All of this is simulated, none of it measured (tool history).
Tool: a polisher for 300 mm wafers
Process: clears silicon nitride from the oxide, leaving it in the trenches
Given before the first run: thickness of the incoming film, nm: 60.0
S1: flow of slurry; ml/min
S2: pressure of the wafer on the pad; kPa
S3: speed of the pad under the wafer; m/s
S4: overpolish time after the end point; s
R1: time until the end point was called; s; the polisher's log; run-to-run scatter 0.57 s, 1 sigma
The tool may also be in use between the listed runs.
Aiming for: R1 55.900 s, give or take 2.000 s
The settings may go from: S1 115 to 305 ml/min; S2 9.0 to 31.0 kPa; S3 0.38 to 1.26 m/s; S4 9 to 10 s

run	hour	S1	S2	S3	S4	R1
1	0.0	195	20.0	0.82	10	95.271
2	5.4	200	22.8	0.82	10	85.303
3	9.5	160	22.8	0.82	10	89.974
4	10.8	160	20.0	0.82	10	95.916
5	12.5	160	24.8	0.82	10	84.147
6	14.3	160	24.8	0.70	10	97.575
7	22.4	175	26.9	0.78	10	82.371
8	30.3	185	28.3	0.84	10	73.127
9	38.6	195	29.0	0.88	10	66.076
# hour 41.0: worn pad replaced by a new one
10	41.0	205	29.6	0.90	10	58.501
11	49.8	210	29.6	0.90	10	59.355
12	54.6	215	29.6	0.90	10	59.306
13	60.6	220	29.6	0.90	10	59.659
14	62.1	225	29.6	0.90	10	58.550
15	63.7	230	29.6	0.90	10	59.167

Exercise: of the 4 proposed moves below, exactly one satisfies all targets within the stated allowed misses. Which move is it?
A	65.3	205	24.1	1.06	10	?
B	65.3	235	24.8	1.00	10	?
C	65.3	220	29.0	0.96	10	?
D	65.3	250	31.0	0.84	9	?

move	R1
A	59.126
B	60.182
C	56.090
D	59.550
A: as far off as the last run
B: the biggest miss grows against the last run
C: each result inside its tolerance
D: the biggest miss grows against the last run
Answer: C

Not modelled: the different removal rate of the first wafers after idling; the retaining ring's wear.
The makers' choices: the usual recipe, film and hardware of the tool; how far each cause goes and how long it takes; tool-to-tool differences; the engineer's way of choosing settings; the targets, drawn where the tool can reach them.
